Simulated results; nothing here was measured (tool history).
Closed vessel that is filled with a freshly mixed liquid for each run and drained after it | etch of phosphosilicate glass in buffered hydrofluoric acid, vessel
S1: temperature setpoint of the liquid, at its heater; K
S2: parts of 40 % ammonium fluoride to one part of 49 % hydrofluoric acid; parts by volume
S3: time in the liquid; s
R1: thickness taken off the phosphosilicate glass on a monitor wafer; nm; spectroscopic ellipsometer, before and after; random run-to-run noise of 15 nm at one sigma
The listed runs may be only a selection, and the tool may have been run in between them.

run,hour,S1,S2,S3,R1
1,0,296.15,7.5,85,1084.2
2,7.4,296.15,7.5,95,1193.1
3,9.8,296.65,7.5,95,1229.9
4,13,294.65,7.5,95,1105
5,21.6,294.65,5.5,95,1470.2
6,29.9,294.65,7.5,95,1094.3

Run 7, settings as shown, results not yet in. Your forecast:
7,31.6,298.65,7.5,95,?

{"run 7": {"R1": 1346.3}}

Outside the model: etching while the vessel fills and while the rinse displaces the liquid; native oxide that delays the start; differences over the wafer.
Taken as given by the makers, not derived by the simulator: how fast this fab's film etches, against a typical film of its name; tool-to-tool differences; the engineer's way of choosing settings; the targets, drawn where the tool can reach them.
